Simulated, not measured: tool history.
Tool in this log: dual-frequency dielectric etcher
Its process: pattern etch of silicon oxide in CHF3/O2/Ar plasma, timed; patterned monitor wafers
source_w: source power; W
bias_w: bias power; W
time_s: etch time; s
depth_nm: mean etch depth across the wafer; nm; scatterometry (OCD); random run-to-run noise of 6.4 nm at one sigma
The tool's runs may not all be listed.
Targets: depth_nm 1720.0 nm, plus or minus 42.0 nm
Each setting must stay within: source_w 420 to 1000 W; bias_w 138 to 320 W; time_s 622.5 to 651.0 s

run	day	source_w	bias_w	time_s	depth_nm
1	0.000	710	229	622.5	1507.5
2	0.125	750	229	622.5	1513.8
3	0.208	780	241	625.5	1581.4
4	0.433	830	241	625.5	1603.3
5	0.625	740	241	625.5	1557.6
6	0.700	740	241	622.5	1550.2
7	1.062	770	249	624.0	1595.3
8	1.158	800	254	624.5	1627.4
9	1.300	820	258	625.0	1652.3
10	1.521	840	261	625.5	1665.8

Exercise: of the 5 proposed moves below, exactly one satisfies all targets within the stated allowed misses. Which move is it?
A	1.742	830	246	629.0	?
B	1.742	940	265	622.5	?
C	1.742	860	244	622.5	?
D	1.742	840	219	651.0	?
E	1.742	860	303	642.0	?

move	depth_nm
A	1612.9
B	1704.5
C	1605.1
D	1589.5
E	1822.6
A: lands further from the targets than the last run did
B: every result lands within tolerance
C: lands further from the targets than the last run did
D: lands further from the targets than the last run did
E: takes the biggest miss from the last run beyond its target
Answer: B
